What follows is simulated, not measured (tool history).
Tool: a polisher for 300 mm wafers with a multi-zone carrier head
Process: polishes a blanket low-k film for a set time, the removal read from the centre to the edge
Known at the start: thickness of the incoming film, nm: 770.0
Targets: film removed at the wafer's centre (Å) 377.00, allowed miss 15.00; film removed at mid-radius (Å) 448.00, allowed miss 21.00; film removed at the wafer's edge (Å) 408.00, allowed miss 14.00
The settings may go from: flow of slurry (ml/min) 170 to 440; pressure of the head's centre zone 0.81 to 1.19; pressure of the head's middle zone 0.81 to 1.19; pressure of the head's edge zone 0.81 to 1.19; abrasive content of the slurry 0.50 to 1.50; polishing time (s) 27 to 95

| run | hour | flow of slurry (ml/min) | pressure of the head's centre zone | pressure of the head's middle zone | pressure of the head's edge zone | abrasive content of the slurry | polishing time (s) | film removed at the wafer's centre (Å) | film removed at mid-radius (Å) | film removed at the wafer's edge (Å) |
|---|---|---|---|---|---|---|---|---|---|---|
| 1 | 0.0 | 280 | 1.00 | 1.00 | 1.00 | 1.00 | 61 | 279.19 | 283.10 | 278.70 |
| 2 | 6.7 | 280 | 0.99 | 1.03 | 1.03 | 1.10 | 62 | 295.76 | 293.44 | 301.87 |
| 3 | 12.0 | 280 | 0.99 | 1.03 | 1.03 | 1.00 | 62 | 283.81 | 281.14 | 292.79 |
| 4 | 14.4 | 280 | 0.99 | 1.03 | 1.03 | 1.15 | 62 | 299.47 | 304.93 | 299.41 |
| 5 | 23.0 | 280 | 1.05 | 1.03 | 1.03 | 1.15 | 62 | 312.96 | 310.75 | 303.67 |
| 6 | 28.0 | 280 | 1.00 | 1.07 | 1.03 | 1.25 | 65 | 323.40 | 335.66 | 325.13 |
| 7 | 30.7 | 280 | 0.98 | 1.10 | 1.03 | 1.30 | 68 | 338.13 | 368.25 | 349.25 |
| 8 | 37.5 | 285 | 0.97 | 1.12 | 1.04 | 1.35 | 69 | 339.61 | 379.92 | 357.34 |
| 9 | 41.8 | 285 | 0.97 | 1.13 | 1.05 | 1.40 | 70 | 347.93 | 392.72 | 368.46 |
| 10 | 45.9 | 285 | 0.97 | 1.14 | 1.05 | 1.40 | 71 | 364.09 | 417.08 | 377.54 |
| 11 | 50.5 | 285 | 0.97 | 1.15 | 1.07 | 1.40 | 71 | 363.12 | 400.89 | 383.19 |

4 next moves are on the table. One of them brings every result within its allowed miss. Which?
| A | 55.1 | 235 | 0.86 | 0.99 | 1.16 | 1.45 | 78 | ? | ? | ? |
| B | 55.1 | 355 | 1.14 | 1.07 | 1.15 | 1.35 | 63 | ? | ? | ? |
| C | 55.1 | 250 | 1.02 | 1.19 | 1.01 | 1.50 | 67 | ? | ? | ? |
| D | 55.1 | 305 | 0.95 | 1.16 | 1.09 | 1.45 | 75 | ? | ? | ? |

| move | film removed at the wafer's centre (Å) | film removed at mid-radius (Å) | film removed at the wafer's edge (Å) |
|---|---|---|---|
| A | 348.69 | 398.10 | 435.75 |
| B | 376.85 | 344.15 | 349.12 |
| C | 362.08 | 406.28 | 357.46 |
| D | 378.69 | 446.04 | 412.67 |
A: further off than the last run
B: further off than the last run
C: further off than the last run
D: meets every target
Move D is the one to make.
